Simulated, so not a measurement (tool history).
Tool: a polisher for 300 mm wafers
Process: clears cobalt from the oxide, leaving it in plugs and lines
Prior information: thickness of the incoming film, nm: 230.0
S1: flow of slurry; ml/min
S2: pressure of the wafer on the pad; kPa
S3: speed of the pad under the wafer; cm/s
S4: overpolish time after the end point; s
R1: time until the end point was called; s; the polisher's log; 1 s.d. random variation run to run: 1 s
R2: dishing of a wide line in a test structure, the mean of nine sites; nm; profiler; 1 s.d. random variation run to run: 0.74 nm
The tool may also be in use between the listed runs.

run,hour,S1,S2,S3,S4,R1,R2
1,0.0,150,11.7,82,15,77.721,32.133
2,6.7,150,11.7,82,17,79.743,35.211
3,12.3,150,11.7,64,17,95.518,29.996
4,13.0,150,11.7,64,11,96.561,22.137
5,18.6,150,11.7,64,15,95.837,27.206
6,24.4,150,12.4,64,15,94.023,28.623

Expected results for the next run?
7,29.2,155,15.9,82,8,?,?

R1: 62.274 s
R2: 23.750 nm

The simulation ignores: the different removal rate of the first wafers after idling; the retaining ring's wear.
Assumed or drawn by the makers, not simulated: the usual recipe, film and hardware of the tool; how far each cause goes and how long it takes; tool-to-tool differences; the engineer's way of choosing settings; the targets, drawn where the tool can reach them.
